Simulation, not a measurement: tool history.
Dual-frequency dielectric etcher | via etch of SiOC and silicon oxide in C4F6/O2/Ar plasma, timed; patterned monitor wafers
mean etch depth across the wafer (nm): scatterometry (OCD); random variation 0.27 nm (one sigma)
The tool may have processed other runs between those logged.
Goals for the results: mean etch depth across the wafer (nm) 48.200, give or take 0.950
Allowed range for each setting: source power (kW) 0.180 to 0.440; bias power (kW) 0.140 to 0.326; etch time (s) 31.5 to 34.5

run	day	source power (kW)	bias power (kW)	etch time (s)	mean etch depth across the wafer (nm)
1	0.000	0.310	0.233	34.5	39.930
2	0.242	0.310	0.216	34.5	38.937
3	0.354	0.310	0.216	31.5	35.329
4	0.421	0.320	0.225	31.5	36.591
5	0.638	0.280	0.225	31.5	34.115
6	0.700	0.300	0.229	31.5	35.656
7	0.742	0.320	0.234	31.5	36.864
8	0.838	0.330	0.243	31.5	38.068
9	1.042	0.340	0.250	31.5	38.951
10	1.288	0.350	0.256	31.5	39.724
11	1.629	0.360	0.262	31.5	40.578
12	1.917	0.370	0.268	31.5	41.516
13	2.012	0.380	0.273	31.5	42.186
14	2.196	0.390	0.278	31.5	42.886
15	2.492	0.400	0.283	31.5	43.662
16	2.821	0.400	0.287	31.5	44.003
17	3.117	0.400	0.291	31.5	44.033

Which of these 5 next moves meets every target?
A	3.412	0.310	0.306	32.0	?
B	3.412	0.410	0.289	34.0	?
C	3.412	0.320	0.279	31.5	?
D	3.412	0.440	0.293	34.5	?
E	3.412	0.390	0.269	34.5	?

move	mean etch depth across the wafer (nm)
A	41.138
B	47.927
C	39.579
D	50.305
E	46.364
A: the biggest miss grows against the last run
B: all results in spec
C: the biggest miss grows against the last run
D: carries the result that was furthest off beyond its target, to the other side
E: nearer than the last run, and not there yet
Answer: B
